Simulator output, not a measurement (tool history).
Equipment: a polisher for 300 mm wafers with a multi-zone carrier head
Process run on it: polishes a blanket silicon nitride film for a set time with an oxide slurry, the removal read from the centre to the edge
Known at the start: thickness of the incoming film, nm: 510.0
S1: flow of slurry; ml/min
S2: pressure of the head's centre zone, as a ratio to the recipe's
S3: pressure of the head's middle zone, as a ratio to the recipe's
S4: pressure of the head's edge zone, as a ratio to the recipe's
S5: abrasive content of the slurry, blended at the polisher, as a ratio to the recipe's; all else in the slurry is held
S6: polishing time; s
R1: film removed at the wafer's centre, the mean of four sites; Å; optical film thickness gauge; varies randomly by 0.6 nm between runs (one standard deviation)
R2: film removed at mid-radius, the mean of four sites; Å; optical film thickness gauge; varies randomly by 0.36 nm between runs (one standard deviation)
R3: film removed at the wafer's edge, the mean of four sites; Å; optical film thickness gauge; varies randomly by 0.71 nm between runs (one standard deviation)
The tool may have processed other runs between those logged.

{"run": 1, "hour": 0.0, "S1": 185, "S2": 1.0, "S3": 1.0, "S4": 1.0, "S5": 1.0, "S6": 50, "R1": 349.98, "R2": 353.54, "R3": 364.15}
{"run": 2, "hour": 3.3, "S1": 195, "S2": 1.03, "S3": 1.02, "S4": 1.04, "S5": 1.15, "S6": 51, "R1": 400.97, "R2": 400.99, "R3": 394.04}
{"run": 3, "hour": 9.5, "S1": 215, "S2": 1.03, "S3": 1.02, "S4": 1.04, "S5": 1.15, "S6": 51, "R1": 413.25, "R2": 404.62, "R3": 396.7}
{"run": 4, "hour": 13.3, "S1": 215, "S2": 1.03, "S3": 1.02, "S4": 1.0, "S5": 1.15, "S6": 51, "R1": 407.09, "R2": 400.37, "R3": 393.81}
{"run": 5, "hour": 18.9, "S1": 215, "S2": 1.03, "S3": 1.02, "S4": 0.96, "S5": 1.15, "S6": 51, "R1": 398.64, "R2": 403.96, "R3": 377.62}
{"run": 6, "hour": 25.2, "S1": 215, "S2": 1.03, "S3": 1.02, "S4": 0.96, "S5": 1.3, "S6": 51, "R1": 427.44, "R2": 426.14, "R3": 408.13}
{"run": 7, "hour": 28.4, "S1": 235, "S2": 1.08, "S3": 1.06, "S4": 1.06, "S5": 1.5, "S6": 55, "R1": 508.72, "R2": 502.73, "R3": 499.75}

Run 8, settings as shown, results not yet in. Your forecast:
{"run": 8, "hour": 37.1, "S1": 240, "S2": 1.08, "S3": 1.06, "S4": 1.08, "S5": 1.5, "S6": 56, "R1": "?", "R2": "?", "R3": "?"}

{"run 8": {"R1": 528.83, "R2": 515.1, "R3": 501.68}}
